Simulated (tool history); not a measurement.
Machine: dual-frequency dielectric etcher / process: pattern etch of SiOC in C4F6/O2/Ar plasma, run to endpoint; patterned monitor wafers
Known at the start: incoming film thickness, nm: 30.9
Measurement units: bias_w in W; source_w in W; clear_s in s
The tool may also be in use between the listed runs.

{"run": 1, "day": 0.0, "bias_w": 343, "source_w": 450, "clear_s": 11.009}
{"run": 2, "day": 0.271, "bias_w": 343, "source_w": 500, "clear_s": 10.879}
{"run": 3, "day": 0.358, "bias_w": 343, "source_w": 440, "clear_s": 11.152}
{"run": 4, "day": 0.383, "bias_w": 343, "source_w": 500, "clear_s": 10.88}
{"run": 5, "day": 0.583, "bias_w": 356, "source_w": 510, "clear_s": 10.649}
{"run": 6, "day": 0.942, "bias_w": 366, "source_w": 510, "clear_s": 10.611}

Run 7 has not been measured yet. What should we expect?
{"run": 7, "day": 1.133, "bias_w": 377, "source_w": 520, "clear_s": "?"}

Run 7 came out at clear_s 10.436 s.
